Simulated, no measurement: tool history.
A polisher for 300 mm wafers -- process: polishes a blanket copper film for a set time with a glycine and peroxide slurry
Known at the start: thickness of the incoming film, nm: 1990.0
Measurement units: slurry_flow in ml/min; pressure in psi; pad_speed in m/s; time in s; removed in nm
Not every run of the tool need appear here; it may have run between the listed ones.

run  hour  slurry_flow  pressure  pad_speed  time  removed
  1   0.0          205       2.3       1.02    44   181.81
  2   8.2          175       2.3       1.02    44   176.20
  3  17.0          175       2.3       1.02    44   176.83
  4  23.9          190       2.7       1.04    44   206.72
  5  28.0          190       2.7       1.04    40   187.50
  6  31.6          190       2.7       0.84    40   156.14
  7  33.7          215       3.3       1.12    41   243.73
  8  36.5          215       3.4       1.16    41   260.35
  9  44.3          215       3.5       1.20    41   272.13
 10  46.2          220       3.5       1.22    41   275.39
 11  50.0          220       3.5       1.24    41   281.32
 12  53.3          220       3.5       1.26    41   286.11

Predict the results of run 13:
 13  57.0          220       3.5       1.26    41        ?

Run 13 gave removed 283.07 nm.

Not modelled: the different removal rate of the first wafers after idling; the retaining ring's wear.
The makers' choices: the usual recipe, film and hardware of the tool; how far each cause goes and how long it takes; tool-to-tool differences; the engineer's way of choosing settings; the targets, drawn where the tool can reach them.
